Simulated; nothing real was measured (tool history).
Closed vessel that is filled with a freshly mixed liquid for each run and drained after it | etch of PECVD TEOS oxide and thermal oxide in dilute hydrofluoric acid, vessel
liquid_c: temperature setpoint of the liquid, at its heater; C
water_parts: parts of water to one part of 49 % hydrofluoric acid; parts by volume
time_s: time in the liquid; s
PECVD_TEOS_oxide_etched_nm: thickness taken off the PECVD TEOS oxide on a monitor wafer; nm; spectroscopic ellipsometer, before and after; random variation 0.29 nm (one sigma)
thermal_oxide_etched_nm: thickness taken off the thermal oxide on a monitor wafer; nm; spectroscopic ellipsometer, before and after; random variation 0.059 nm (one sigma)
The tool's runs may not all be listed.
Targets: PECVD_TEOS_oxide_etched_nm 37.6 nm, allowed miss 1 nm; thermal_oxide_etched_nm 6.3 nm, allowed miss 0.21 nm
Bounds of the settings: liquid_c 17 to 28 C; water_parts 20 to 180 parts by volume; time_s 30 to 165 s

{"run": 1, "hour": 0.0, "liquid_c": 20, "water_parts": 100, "time_s": 85, "PECVD_TEOS_oxide_etched_nm": 19.304, "thermal_oxide_etched_nm": 3.1828}
{"run": 2, "hour": 7.4, "liquid_c": 20, "water_parts": 85, "time_s": 85, "PECVD_TEOS_oxide_etched_nm": 22.819, "thermal_oxide_etched_nm": 3.8441}
{"run": 3, "hour": 13.0, "liquid_c": 20, "water_parts": 85, "time_s": 105, "PECVD_TEOS_oxide_etched_nm": 28.31, "thermal_oxide_etched_nm": 4.7861}
{"run": 4, "hour": 20.5, "liquid_c": 21, "water_parts": 85, "time_s": 105, "PECVD_TEOS_oxide_etched_nm": 29.427, "thermal_oxide_etched_nm": 4.9603}
{"run": 5, "hour": 25.9, "liquid_c": 22, "water_parts": 85, "time_s": 105, "PECVD_TEOS_oxide_etched_nm": 30.936, "thermal_oxide_etched_nm": 5.1664}
{"run": 6, "hour": 28.9, "liquid_c": 22, "water_parts": 85, "time_s": 90, "PECVD_TEOS_oxide_etched_nm": 26.319, "thermal_oxide_etched_nm": 4.4643}
{"run": 7, "hour": 36.5, "liquid_c": 22, "water_parts": 85, "time_s": 90, "PECVD_TEOS_oxide_etched_nm": 26.626, "thermal_oxide_etched_nm": 4.525}
{"run": 8, "hour": 45.2, "liquid_c": 22.5, "water_parts": 85, "time_s": 90, "PECVD_TEOS_oxide_etched_nm": 27.001, "thermal_oxide_etched_nm": 4.5604}
{"run": 9, "hour": 48.5, "liquid_c": 23, "water_parts": 85, "time_s": 90, "PECVD_TEOS_oxide_etched_nm": 27.46, "thermal_oxide_etched_nm": 4.6269}
{"run": 10, "hour": 53.9, "liquid_c": 23.5, "water_parts": 85, "time_s": 90, "PECVD_TEOS_oxide_etched_nm": 28.208, "thermal_oxide_etched_nm": 4.6407}
{"run": 11, "hour": 59.1, "liquid_c": 24, "water_parts": 80, "time_s": 90, "PECVD_TEOS_oxide_etched_nm": 30.731, "thermal_oxide_etched_nm": 5.092}
{"run": 12, "hour": 64.0, "liquid_c": 24, "water_parts": 80, "time_s": 90, "PECVD_TEOS_oxide_etched_nm": 30.497, "thermal_oxide_etched_nm": 5.1816}
{"run": 13, "hour": 72.1, "liquid_c": 24.5, "water_parts": 80, "time_s": 90, "PECVD_TEOS_oxide_etched_nm": 31.117, "thermal_oxide_etched_nm": 5.1936}
{"run": 14, "hour": 77.1, "liquid_c": 25, "water_parts": 80, "time_s": 90, "PECVD_TEOS_oxide_etched_nm": 31.613, "thermal_oxide_etched_nm": 5.4224}
{"run": 15, "hour": 80.9, "liquid_c": 25.5, "water_parts": 80, "time_s": 90, "PECVD_TEOS_oxide_etched_nm": 32.063, "thermal_oxide_etched_nm": 5.4604}
{"run": 16, "hour": 85.2, "liquid_c": 26, "water_parts": 80, "time_s": 90, "PECVD_TEOS_oxide_etched_nm": 33.216, "thermal_oxide_etched_nm": 5.6809}

Which of these 4 next moves meets every target?
{"run": "A", "hour": 89.5, "liquid_c": 22, "water_parts": 85, "time_s": 120, "PECVD_TEOS_oxide_etched_nm": "?", "thermal_oxide_etched_nm": "?"}
{"run": "B", "hour": 89.5, "liquid_c": 27.5, "water_parts": 85, "time_s": 110, "PECVD_TEOS_oxide_etched_nm": "?", "thermal_oxide_etched_nm": "?"}
{"run": "C", "hour": 89.5, "liquid_c": 28, "water_parts": 65, "time_s": 80, "PECVD_TEOS_oxide_etched_nm": "?", "thermal_oxide_etched_nm": "?"}
{"run": "D", "hour": 89.5, "liquid_c": 23.5, "water_parts": 100, "time_s": 145, "PECVD_TEOS_oxide_etched_nm": "?", "thermal_oxide_etched_nm": "?"}

move=A PECVD_TEOS_oxide_etched_nm=35.108 thermal_oxide_etched_nm=5.9253
move=B PECVD_TEOS_oxide_etched_nm=40.058 thermal_oxide_etched_nm=6.7606
move=C PECVD_TEOS_oxide_etched_nm=39.95 thermal_oxide_etched_nm=6.7424
move=D PECVD_TEOS_oxide_etched_nm=37.618 thermal_oxide_etched_nm=6.3489
A: nearer than the last run, and not there yet
B: takes the result that was furthest off past its target
C: takes the result that was furthest off past its target
D: meets every target
Move D is the one to make.
